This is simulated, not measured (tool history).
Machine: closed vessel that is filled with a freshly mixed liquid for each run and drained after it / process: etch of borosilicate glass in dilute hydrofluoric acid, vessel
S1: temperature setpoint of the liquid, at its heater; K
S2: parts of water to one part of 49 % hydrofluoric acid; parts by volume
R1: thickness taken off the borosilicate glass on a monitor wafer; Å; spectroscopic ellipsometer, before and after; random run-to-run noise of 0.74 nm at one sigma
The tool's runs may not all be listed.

run 1 day=0 | S1=297.15 S2=50 time_in_the_liquid_(s)=90 | R1=1061.4
run 2 day=0.367 | S1=297.15 S2=50 time_in_the_liquid_(s)=95 | R1=1114.2
run 3 day=0.442 | S1=294.65 S2=50 time_in_the_liquid_(s)=95 | R1=1021.4
run 4 day=0.617 | S1=297.15 S2=50 time_in_the_liquid_(s)=95 | R1=1121.3
run 5 day=0.671 | S1=294.65 S2=50 time_in_the_liquid_(s)=95 | R1=1007.1
run 6 day=0.704 | S1=294.65 S2=50 time_in_the_liquid_(s)=90 | R1=963.55
run 7 day=0.938 | S1=295.65 S2=50 time_in_the_liquid_(s)=90 | R1=999.53
run 8 day=1.267 | S1=296.65 S2=50 time_in_the_liquid_(s)=90 | R1=1042.2
run 9 day=1.625 | S1=296.65 S2=50 time_in_the_liquid_(s)=90 | R1=1046.4
run 10 day=1.767 | S1=297.65 S2=50 time_in_the_liquid_(s)=90 | R1=1076.2
run 11 day=2.004 | S1=298.65 S2=50 time_in_the_liquid_(s)=90 | R1=1142.8

Run 12 comes next. What will it give?
run 12 day=2.292 | S1=299.15 S2=50 time_in_the_liquid_(s)=90 | R1=?

R1: 1153.9 Å
